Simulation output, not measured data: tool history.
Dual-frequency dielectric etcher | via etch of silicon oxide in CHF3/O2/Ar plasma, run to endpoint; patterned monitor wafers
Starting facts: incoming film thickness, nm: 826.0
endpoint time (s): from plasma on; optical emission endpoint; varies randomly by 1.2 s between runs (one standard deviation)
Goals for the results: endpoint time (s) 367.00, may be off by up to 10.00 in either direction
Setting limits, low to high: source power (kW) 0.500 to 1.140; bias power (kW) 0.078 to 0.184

run 1 hour=0.0 | source_power_(kW)=0.820 bias_power_(kW)=0.131 | endpoint_time_(s)=420.00
run 2 hour=2.1 | source_power_(kW)=0.700 bias_power_(kW)=0.131 | endpoint_time_(s)=448.06
run 3 hour=7.0 | source_power_(kW)=0.700 bias_power_(kW)=0.149 | endpoint_time_(s)=425.56
run 4 hour=13.3 | source_power_(kW)=0.760 bias_power_(kW)=0.149 | endpoint_time_(s)=410.99
run 5 hour=20.6 | source_power_(kW)=0.760 bias_power_(kW)=0.164 | endpoint_time_(s)=394.11
run 6 hour=26.2 | source_power_(kW)=0.630 bias_power_(kW)=0.164 | endpoint_time_(s)=425.01
run 7 hour=31.7 | source_power_(kW)=0.680 bias_power_(kW)=0.167 | endpoint_time_(s)=409.91
run 8 hour=38.9 | source_power_(kW)=0.720 bias_power_(kW)=0.169 | endpoint_time_(s)=398.90

Exercise: of the 5 proposed moves below, exactly one satisfies all targets within the stated allowed misses. Which move is it?
run A hour=46.1 | source_power_(kW)=0.890 bias_power_(kW)=0.165 | endpoint_time_(s)=?
run B hour=46.1 | source_power_(kW)=0.890 bias_power_(kW)=0.184 | endpoint_time_(s)=?
run C hour=46.1 | source_power_(kW)=0.980 bias_power_(kW)=0.179 | endpoint_time_(s)=?
run D hour=46.1 | source_power_(kW)=0.740 bias_power_(kW)=0.171 | endpoint_time_(s)=?
run E hour=46.1 | source_power_(kW)=0.590 bias_power_(kW)=0.151 | endpoint_time_(s)=?

move=A endpoint_time_(s)=371.80
move=B endpoint_time_(s)=355.09
move=C endpoint_time_(s)=345.65
move=D endpoint_time_(s)=394.51
move=E endpoint_time_(s)=456.58
A: hits every target within its allowed miss
B: pushes the last run's worst result past its target
C: pushes the last run's worst result past its target
D: better than the last run, though not everything is in spec
E: moves away from the targets compared with the last run
Answer: A
